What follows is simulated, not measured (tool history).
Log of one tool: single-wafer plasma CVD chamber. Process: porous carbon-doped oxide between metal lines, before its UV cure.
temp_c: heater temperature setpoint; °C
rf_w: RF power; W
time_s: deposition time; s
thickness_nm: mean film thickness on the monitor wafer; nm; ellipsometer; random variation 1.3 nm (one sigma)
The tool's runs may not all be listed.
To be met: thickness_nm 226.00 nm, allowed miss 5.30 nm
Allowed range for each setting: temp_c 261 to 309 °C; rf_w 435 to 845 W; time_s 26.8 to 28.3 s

| run | hour | temp_c | rf_w | time_s | thickness_nm |
|---|---|---|---|---|---|
| 1 | 0.0 | 285 | 640 | 28.3 | 188.77 |
| 2 | 3.0 | 283 | 645 | 28.3 | 188.03 |
| 3 | 6.2 | 288 | 645 | 28.3 | 183.27 |
| 4 | 10.5 | 285 | 650 | 28.3 | 189.65 |
| 5 | 15.3 | 279 | 650 | 28.3 | 196.37 |
| 6 | 23.9 | 277 | 655 | 28.3 | 200.05 |
| 7 | 27.0 | 276 | 660 | 28.3 | 200.73 |
| 8 | 33.4 | 275 | 665 | 28.3 | 206.79 |
| 9 | 38.3 | 274 | 665 | 28.3 | 204.03 |
|  | 45.1 | RF generator calibrated |
| 10 | 45.1 | 263 | 735 | 28.3 | 249.44 |
| 11 | 50.5 | 264 | 735 | 28.3 | 251.51 |
| 12 | 54.4 | 265 | 735 | 28.3 | 247.11 |
| 13 | 61.8 | 266 | 735 | 28.3 | 244.11 |
| 14 | 64.7 | 267 | 735 | 28.3 | 244.49 |
| 15 | 65.7 | 267 | 735 | 28.3 | 243.11 |
| 16 | 73.0 | 268 | 735 | 28.3 | 244.25 |
| 17 | 79.9 | 269 | 735 | 28.3 | 241.01 |
| 18 | 83.4 | 270 | 735 | 28.3 | 239.08 |
| 19 | 90.2 | 270 | 735 | 28.3 | 240.10 |
| 20 | 93.0 | 271 | 735 | 28.3 | 238.72 |
| 21 | 96.5 | 272 | 735 | 28.3 | 237.67 |
| 22 | 104.3 | 273 | 735 | 28.3 | 233.11 |

Of the 4 settings listed for the next run, only one would bring every result within its allowed miss of target. Which one?
| A | 112.1 | 282 | 755 | 28.3 | ? |
| B | 112.1 | 269 | 725 | 28.3 | ? |
| C | 112.1 | 271 | 735 | 28.3 | ? |
| D | 112.1 | 273 | 755 | 28.3 | ? |

| move | thickness_nm |
|---|---|
| A | 223.98 |
| B | 238.26 |
| C | 237.11 |
| D | 238.06 |
A: in spec on every target
B: the biggest miss grows against the last run
C: the biggest miss grows against the last run
D: the biggest miss grows against the last run
The move that meets every target is A.

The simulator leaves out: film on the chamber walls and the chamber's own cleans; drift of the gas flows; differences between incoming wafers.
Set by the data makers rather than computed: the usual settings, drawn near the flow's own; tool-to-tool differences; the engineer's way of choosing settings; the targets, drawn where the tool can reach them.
